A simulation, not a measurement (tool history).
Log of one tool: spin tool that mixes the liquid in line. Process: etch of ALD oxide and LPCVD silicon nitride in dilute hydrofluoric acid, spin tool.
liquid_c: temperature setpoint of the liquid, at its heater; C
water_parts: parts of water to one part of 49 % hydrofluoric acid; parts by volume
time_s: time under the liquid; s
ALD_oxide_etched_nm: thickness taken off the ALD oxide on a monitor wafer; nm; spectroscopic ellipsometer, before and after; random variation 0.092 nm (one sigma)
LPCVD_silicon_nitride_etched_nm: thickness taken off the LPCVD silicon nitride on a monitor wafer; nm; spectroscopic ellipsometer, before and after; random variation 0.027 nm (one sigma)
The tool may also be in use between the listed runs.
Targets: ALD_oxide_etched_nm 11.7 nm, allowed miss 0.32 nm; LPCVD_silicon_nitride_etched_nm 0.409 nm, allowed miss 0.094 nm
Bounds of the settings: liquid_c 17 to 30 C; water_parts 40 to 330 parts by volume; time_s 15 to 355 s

run,day,liquid_c,water_parts,time_s,ALD_oxide_etched_nm,LPCVD_silicon_nitride_etched_nm
1,0,22,185,180,15.914,0.52451
2,0.021,21,195,180,14.326,0.40415
3,0.333,18.5,195,180,12.987,0.37409
4,0.617,18.5,200,180,12.606,0.32315
5,0.871,18.5,200,135,9.5276,0.25902
6,1.121,20,200,135,10.11,0.27248
7,1.467,21.5,200,135,10.62,0.31796
8,1.804,22.5,200,135,10.92,0.32312

Which of these 4 next moves meets every target?
A,2.142,26,275,165,?,?
B,2.142,30,230,110,?,?
C,2.142,28,215,135,?,?
D,2.142,29.5,205,115,?,?

move,ALD_oxide_etched_nm,LPCVD_silicon_nitride_etched_nm
A,10.299,0.36503
B,9.8902,0.3703
C,12.336,0.43185
D,11.75,0.42262
A: further off than the last run
B: further off than the last run
C: takes the result that was furthest off past its target
D: meets every target
Answer: D
